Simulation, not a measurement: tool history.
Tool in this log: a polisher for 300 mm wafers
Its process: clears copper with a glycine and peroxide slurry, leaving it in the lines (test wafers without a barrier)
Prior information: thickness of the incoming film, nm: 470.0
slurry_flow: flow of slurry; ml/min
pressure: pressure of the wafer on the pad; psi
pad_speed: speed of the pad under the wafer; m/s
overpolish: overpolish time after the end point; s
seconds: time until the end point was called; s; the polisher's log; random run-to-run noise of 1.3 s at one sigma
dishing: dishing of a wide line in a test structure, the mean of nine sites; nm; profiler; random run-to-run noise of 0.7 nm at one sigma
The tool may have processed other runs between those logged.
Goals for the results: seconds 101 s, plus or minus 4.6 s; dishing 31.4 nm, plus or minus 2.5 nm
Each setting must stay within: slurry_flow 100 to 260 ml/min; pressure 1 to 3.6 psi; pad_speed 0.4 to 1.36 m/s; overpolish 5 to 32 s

run,hour,slurry_flow,pressure,pad_speed,overpolish,seconds,dishing
1,0,165,2.3,0.88,16,111.31,45.254
2,7.4,165,1.8,0.88,16,134.08,41.596
3,9.3,200,1.8,0.88,16,129.91,41.051
4,14.6,230,1.8,0.88,16,128.55,40.124
5,15.4,230,1.4,0.88,16,155.61,34.961
6,17.8,230,1.5,0.88,15,143.85,34.437
7,20.4,230,1.6,0.88,14,142.88,35.131
8,22,235,1.7,0.88,13,131.28,32.975
9,27.7,250,2.3,0.88,10,105.96,32.797

Which of these 4 next moves meets every target?
A,33.4,240,2.1,1.12,9,?,?
B,33.4,240,2.3,0.7,11,?,?
C,33.4,235,2.3,0.96,11,?,?
D,33.4,250,2.2,0.84,10,?,?

move,seconds,dishing
A,100.91,32.533
B,117.72,34.2
C,101.97,38.5
D,111.82,32.795
A: all results in spec
B: the biggest miss grows against the last run
C: corrects the largest miss of the last run, while another result sits out of spec
D: the biggest miss grows against the last run
So the answer is move A, the one that meets all the targets.
